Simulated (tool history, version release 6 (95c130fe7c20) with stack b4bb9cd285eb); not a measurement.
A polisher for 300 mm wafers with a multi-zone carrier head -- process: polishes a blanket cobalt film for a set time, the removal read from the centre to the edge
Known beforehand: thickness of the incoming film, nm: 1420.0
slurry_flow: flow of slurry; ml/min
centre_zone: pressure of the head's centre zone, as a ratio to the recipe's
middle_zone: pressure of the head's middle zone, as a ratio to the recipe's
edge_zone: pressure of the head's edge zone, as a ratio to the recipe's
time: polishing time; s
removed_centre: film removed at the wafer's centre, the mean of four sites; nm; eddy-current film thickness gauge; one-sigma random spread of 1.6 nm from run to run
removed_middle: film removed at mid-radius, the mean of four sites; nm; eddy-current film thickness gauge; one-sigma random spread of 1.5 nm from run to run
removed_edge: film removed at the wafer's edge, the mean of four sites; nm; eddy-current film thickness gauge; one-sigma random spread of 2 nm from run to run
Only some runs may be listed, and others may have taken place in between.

run 1 day=0 | slurry_flow=300 centre_zone=1 middle_zone=1 edge_zone=1 time=53 | removed_centre=135.12 removed_middle=133.63 removed_edge=133.78
run 2 day=0.308 | slurry_flow=305 centre_zone=1.04 middle_zone=1 edge_zone=1.03 time=54 | removed_centre=144.58 removed_middle=138.04 removed_edge=136.35
run 3 day=0.508 | slurry_flow=305 centre_zone=1.04 middle_zone=1 edge_zone=1.09 time=54 | removed_centre=141.76 removed_middle=136.85 removed_edge=142.83
run 4 day=0.546 | slurry_flow=305 centre_zone=0.97 middle_zone=1 edge_zone=1.09 time=54 | removed_centre=130.16 removed_middle=137.66 removed_edge=141.78
run 5 day=0.733 | slurry_flow=305 centre_zone=0.97 middle_zone=1.07 edge_zone=1.09 time=54 | removed_centre=132.7 removed_middle=145.85 removed_edge=140.81
run 6 day=1.012 | slurry_flow=305 centre_zone=0.97 middle_zone=1.01 edge_zone=1.09 time=54 | removed_centre=134.54 removed_middle=137.18 removed_edge=144.04
run 7 day=1.062 | slurry_flow=315 centre_zone=1.02 middle_zone=1 edge_zone=1.1 time=55 | removed_centre=140.88 removed_middle=139.91 removed_edge=142.33
run 8 day=1.375 | slurry_flow=300 centre_zone=1.05 middle_zone=0.98 edge_zone=1.1 time=56 | removed_centre=151.53 removed_middle=139.57 removed_edge=148.06
run 9 day=1.696 | slurry_flow=295 centre_zone=1.07 middle_zone=0.98 edge_zone=1.11 time=56 | removed_centre=151.66 removed_middle=136.83 removed_edge=152.13
run 10 day=1.812 | slurry_flow=305 centre_zone=1.1 middle_zone=0.99 edge_zone=1.11 time=56 | removed_centre=157.54 removed_middle=140.18 removed_edge=150.82
run 11 day=2.146 | slurry_flow=310 centre_zone=1.12 middle_zone=0.99 edge_zone=1.11 time=56 | removed_centre=159.9 removed_middle=140.05 removed_edge=148.56

Expected results for the next run?
run 12 day=2.317 | slurry_flow=310 centre_zone=1.12 middle_zone=0.99 edge_zone=1.11 time=56 | removed_centre=? removed_middle=? removed_edge=?

Logged for run 12: removed_centre 160.07 nm, removed_middle 139.84 nm, removed_edge 147.36 nm.

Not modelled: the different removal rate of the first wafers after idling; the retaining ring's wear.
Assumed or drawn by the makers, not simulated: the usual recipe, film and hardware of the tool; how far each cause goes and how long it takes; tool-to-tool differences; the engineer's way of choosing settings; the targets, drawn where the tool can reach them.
